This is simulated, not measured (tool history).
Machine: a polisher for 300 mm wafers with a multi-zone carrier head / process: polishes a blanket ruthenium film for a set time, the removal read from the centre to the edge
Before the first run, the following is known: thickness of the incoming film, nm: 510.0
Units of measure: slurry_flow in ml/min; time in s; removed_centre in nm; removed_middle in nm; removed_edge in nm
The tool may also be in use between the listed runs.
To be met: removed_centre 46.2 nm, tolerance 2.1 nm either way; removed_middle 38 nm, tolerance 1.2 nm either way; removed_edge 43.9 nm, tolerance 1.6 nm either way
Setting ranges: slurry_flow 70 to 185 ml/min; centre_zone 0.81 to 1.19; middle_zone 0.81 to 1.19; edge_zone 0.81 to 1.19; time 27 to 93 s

run	hour	slurry_flow	centre_zone	middle_zone	edge_zone	time	removed_centre	removed_middle	removed_edge
1	0	120	1	1	1	59	61.888	61.902	59.065
2	6	110	1.01	0.94	0.99	54	55.281	53.474	54.635
3	14.9	105	1.04	0.9	0.97	50	53.083	45.797	49.141
4	16.4	95	1.03	0.87	0.95	49	48.961	43.523	46.225
5	21.3	75	1.03	0.87	0.95	49	45.666	41.132	44.876
6	29.8	75	1.03	0.87	1.01	49	45.789	40.816	45.984
7	37.8	75	1.04	0.86	1	49	45.745	40.599	45.529
8	42.6	75	1.05	0.85	0.99	49	45.542	40.399	44.98
# hour 49.8: edge zone pressure recalibrated
9	49.8	75	1.07	0.84	1	49	47.346	39.39	46.855

Which of these 5 next moves meets every target?
A	57	70	1.14	0.81	1.01	46	?	?	?
B	57	80	1.11	0.87	1.01	45	?	?	?
C	57	85	1.16	0.82	0.9	47	?	?	?
D	57	115	1.19	0.83	0.98	43	?	?	?
E	57	70	0.95	0.84	0.98	53	?	?	?

move	removed_centre	removed_middle	removed_edge
A	45.882	35.248	43.751
B	45.841	38.068	43.888
C	50.994	38.523	44.493
D	52.163	38.362	44.147
E	44.169	41.879	49.828
A: meets the target for the result that was furthest off, but another lies outside its allowed miss
B: every result within its allowed miss
C: meets the target for the result that was furthest off, but another lies outside its allowed miss
D: meets the target for the result that was furthest off, but another lies outside its allowed miss
E: misses by more than the last run did
So the answer is move B, the one that meets all the targets.

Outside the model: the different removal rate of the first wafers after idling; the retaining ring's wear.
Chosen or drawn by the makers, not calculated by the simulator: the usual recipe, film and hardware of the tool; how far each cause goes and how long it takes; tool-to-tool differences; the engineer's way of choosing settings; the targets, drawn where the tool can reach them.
